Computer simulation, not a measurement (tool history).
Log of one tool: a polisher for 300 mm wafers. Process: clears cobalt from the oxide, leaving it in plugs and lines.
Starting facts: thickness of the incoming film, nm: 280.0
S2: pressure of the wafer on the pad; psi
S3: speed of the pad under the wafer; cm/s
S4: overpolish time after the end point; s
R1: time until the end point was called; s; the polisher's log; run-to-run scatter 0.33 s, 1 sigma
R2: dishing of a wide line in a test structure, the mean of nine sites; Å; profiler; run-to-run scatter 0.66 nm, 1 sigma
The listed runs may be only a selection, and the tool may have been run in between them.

{"run": 1, "hour": 0.0, "flow of slurry (ml/min)": 305, "S2": 2.2, "S3": 110, "S4": 11, "R1": 42.33, "R2": 474.29}
{"run": 2, "hour": 8.3, "flow of slurry (ml/min)": 305, "S2": 2.2, "S3": 110, "S4": 16, "R1": 40.372, "R2": 550.37}
{"run": 3, "hour": 14.7, "flow of slurry (ml/min)": 305, "S2": 2.4, "S3": 112, "S4": 14, "R1": 37.621, "R2": 531.47}
{"run": 4, "hour": 19.5, "flow of slurry (ml/min)": 305, "S2": 2.9, "S3": 112, "S4": 14, "R1": 31.509, "R2": 570.75}
{"run": 5, "hour": 22.0, "flow of slurry (ml/min)": 305, "S2": 3.3, "S3": 112, "S4": 14, "R1": 28.318, "R2": 586.8}
{"run": 6, "hour": 25.0, "flow of slurry (ml/min)": 380, "S2": 3.3, "S3": 112, "S4": 14, "R1": 28.022, "R2": 578.05}
{"run": 7, "hour": 27.3, "flow of slurry (ml/min)": 380, "S2": 3.3, "S3": 116, "S4": 13, "R1": 26.835, "R2": 580.89}
{"run": 8, "hour": 32.5, "flow of slurry (ml/min)": 380, "S2": 3.3, "S3": 118, "S4": 12, "R1": 26.246, "R2": 569.56}
{"run": 9, "hour": 37.1, "flow of slurry (ml/min)": 380, "S2": 3.3, "S3": 120, "S4": 11, "R1": 25.904, "R2": 556.97}
{"run": 10, "hour": 44.8, "flow of slurry (ml/min)": 380, "S2": 3.3, "S3": 122, "S4": 10, "R1": 25.123, "R2": 537.87}

Estimate the outcome of run 11 from the log above:
{"run": 11, "hour": 51.8, "flow of slurry (ml/min)": 380, "S2": 3.3, "S3": 122, "S4": 9, "R1": "?", "R2": "?"}

{"run 11": {"R1": 25.393, "R2": 534.47}}
